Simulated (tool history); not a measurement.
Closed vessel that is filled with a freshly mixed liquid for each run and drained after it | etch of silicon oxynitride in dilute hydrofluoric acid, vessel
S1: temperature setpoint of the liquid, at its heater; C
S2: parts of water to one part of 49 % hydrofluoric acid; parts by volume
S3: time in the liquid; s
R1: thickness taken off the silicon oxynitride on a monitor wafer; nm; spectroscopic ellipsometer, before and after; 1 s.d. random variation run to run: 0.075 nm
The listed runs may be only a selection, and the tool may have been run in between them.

run    day    S1   S2    S3      R1
  1  0.000  21.0  250  2705  19.002
  2  0.154  18.0  250  2705  16.479
  3  0.362  18.0  255  2705  16.069
  4  0.650  21.0  255  2705  18.801
  5  0.896  24.5  255  2705  21.548
  6  1.038  23.0  260  2705  19.763
  7  1.175  22.0  265  2705  18.635
  8  1.504  21.0  270  2705  17.423
  9  1.704  20.5  275  2705  16.787
 10  1.829  20.0  280  2705  15.878

Estimate the outcome of run 11 from the log above:
 11  2.100  19.5  280  2705   ?

R1: 15.501 nm
